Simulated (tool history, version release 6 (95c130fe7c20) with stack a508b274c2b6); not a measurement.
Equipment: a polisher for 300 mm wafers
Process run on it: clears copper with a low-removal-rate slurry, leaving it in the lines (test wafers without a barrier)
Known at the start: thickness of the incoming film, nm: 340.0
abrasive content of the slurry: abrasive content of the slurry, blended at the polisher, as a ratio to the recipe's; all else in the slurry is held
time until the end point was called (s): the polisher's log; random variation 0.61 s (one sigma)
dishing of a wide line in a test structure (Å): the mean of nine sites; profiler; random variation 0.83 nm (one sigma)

run,hour,flow of slurry (ml/min),pressure of the wafer on the pad (kPa),speed of the pad under the wafer (m/s),abrasive content of the slurry,overpolish time after the end point (s),time until the end point was called (s),dishing of a wide line in a test structure (Å)
1,0,205,28.3,1.14,1,18,71.457,640.29
2,2.8,205,25.5,1.14,1,18,78.392,604.66
3,8.4,205,29.6,1.14,1,15,68.772,576.03
4,9.9,205,33.1,1.16,1,13,61.351,553.29
5,11.6,205,29,1.16,1,13,68.281,515.13
6,13.1,205,29,1.16,0.85,13,69.138,470.6
7,18.5,205,36.5,1.26,0.6,5,54.513,252.12
8,23.4,205,36.5,1.32,0.7,6,51.914,326.13
9,31,205,37.9,1.36,0.75,6,47.508,359.29
10,33.5,205,38.6,1.38,0.8,6,46.684,358.8
11,36.4,205,39.3,1.4,0.85,6,45.717,373.72
12,43.8,205,40,1.42,0.9,6,43.376,379.2

Forecast run 13:
13,50.2,205,40.7,1.44,0.95,6,?,?

time until the end point was called (s): 41.978
dishing of a wide line in a test structure (Å): 396.41
